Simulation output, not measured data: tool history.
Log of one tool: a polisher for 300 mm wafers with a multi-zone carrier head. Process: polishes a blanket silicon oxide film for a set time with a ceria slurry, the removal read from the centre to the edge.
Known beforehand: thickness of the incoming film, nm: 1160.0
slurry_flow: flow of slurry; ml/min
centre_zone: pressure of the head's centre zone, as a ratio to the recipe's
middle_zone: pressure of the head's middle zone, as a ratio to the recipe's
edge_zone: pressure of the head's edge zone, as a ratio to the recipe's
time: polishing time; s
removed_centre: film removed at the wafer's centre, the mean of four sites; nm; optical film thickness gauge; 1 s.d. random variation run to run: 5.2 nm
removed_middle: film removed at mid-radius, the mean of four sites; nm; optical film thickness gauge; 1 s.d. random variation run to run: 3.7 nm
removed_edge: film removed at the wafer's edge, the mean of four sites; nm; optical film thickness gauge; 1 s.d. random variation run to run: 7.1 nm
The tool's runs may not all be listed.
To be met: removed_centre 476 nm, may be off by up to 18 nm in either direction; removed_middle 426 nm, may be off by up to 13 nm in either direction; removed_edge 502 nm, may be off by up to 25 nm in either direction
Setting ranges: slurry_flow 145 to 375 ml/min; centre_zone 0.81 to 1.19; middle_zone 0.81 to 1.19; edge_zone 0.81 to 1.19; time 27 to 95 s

run  hour  slurry_flow  centre_zone  middle_zone  edge_zone  time  removed_centre  removed_middle  removed_edge
  1     0          240            1            1          1    61          338.26          341.01        333.27
  2   6.5          240            1         0.99       1.02    64           359.7          352.03        363.92
  3   7.3          240            1         1.07       1.02    64          358.29          376.83        364.41
  4  12.6          240         1.01         1.06       1.04    65          372.58          377.12        371.05
  5  19.4          240         1.01         1.05       1.06    67          373.67           394.3        395.11
  6    23          215         1.01         1.05       1.06    67          368.98           383.7        374.11
  7  25.9          235         1.02         1.04       1.07    67          380.16          388.66        386.34
  8  30.8          250         1.03         1.02       1.08    68          391.74          392.23        405.54
  9  39.3          320         1.13         0.98       1.18    73          480.88          415.92        461.48

Of the 5 settings listed for the next run, only one would bring every result within its allowed miss of target. Which one?
  A  47.8          305         1.16         0.98       1.16    72               ?               ?             ?
  B  47.8          345         1.16         0.94       1.12    73               ?               ?             ?
  C  47.8          275         1.04         0.91       1.19    80               ?               ?             ?
  D  47.8          370         1.13         0.87       1.16    78               ?               ?             ?
  E  47.8          335         1.06         0.83       1.19    78               ?               ?             ?

move  removed_centre  removed_middle  removed_edge
   A          486.13          405.37        429.54
   B          499.12          401.58        431.83
   C          478.89          418.88           480
   D          522.86          404.82        472.43
   E          486.18          386.25        475.84
A: moves away from the targets compared with the last run
B: moves away from the targets compared with the last run
C: each result inside its tolerance
D: moves away from the targets compared with the last run
E: moves away from the targets compared with the last run
So the answer is move C, the one that meets all the targets.
